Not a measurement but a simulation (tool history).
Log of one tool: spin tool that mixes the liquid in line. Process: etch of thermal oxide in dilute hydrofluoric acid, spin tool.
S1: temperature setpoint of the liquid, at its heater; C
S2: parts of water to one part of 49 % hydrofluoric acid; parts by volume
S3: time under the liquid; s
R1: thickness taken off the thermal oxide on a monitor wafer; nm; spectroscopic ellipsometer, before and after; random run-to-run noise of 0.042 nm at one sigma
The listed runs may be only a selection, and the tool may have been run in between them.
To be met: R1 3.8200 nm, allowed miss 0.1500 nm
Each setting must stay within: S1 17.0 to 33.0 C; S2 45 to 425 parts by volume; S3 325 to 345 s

| run | hour | S1 | S2 | S3 | R1 |
|---|---|---|---|---|---|
| 1 | 0.0 | 25.0 | 235 | 325 | 5.8459 |
| 2 | 5.6 | 28.0 | 235 | 325 | 6.5681 |
| 3 | 12.4 | 28.0 | 235 | 325 | 6.5805 |
| 4 | 17.3 | 28.0 | 235 | 345 | 6.8334 |
| 5 | 23.4 | 26.5 | 245 | 345 | 6.4317 |
| 6 | 25.5 | 23.5 | 245 | 345 | 5.6041 |
| 7 | 27.4 | 19.5 | 275 | 345 | 4.1911 |
| 8 | 34.4 | 19.0 | 275 | 345 | 4.1179 |
| 9 | 41.4 | 18.5 | 275 | 345 | 4.0669 |
| 10 | 46.9 | 18.0 | 275 | 345 | 4.0018 |

5 candidate next runs follow, results not yet known. Just one meets every target within its allowed miss. Identify it.
| A | 52.4 | 17.5 | 275 | 335 | ? |
| B | 52.4 | 17.0 | 255 | 345 | ? |
| C | 52.4 | 21.0 | 275 | 325 | ? |
| D | 52.4 | 17.0 | 240 | 330 | ? |
| E | 52.4 | 18.5 | 250 | 325 | ? |

| move | R1 |
|---|---|
| A | 3.7784 |
| B | 4.1884 |
| C | 4.1775 |
| D | 4.3128 |
| E | 4.2824 |
A: meets every target
B: misses by more than the last run did
C: misses by more than the last run did
D: misses by more than the last run did
E: misses by more than the last run did
Correct choice: A, which meets every target
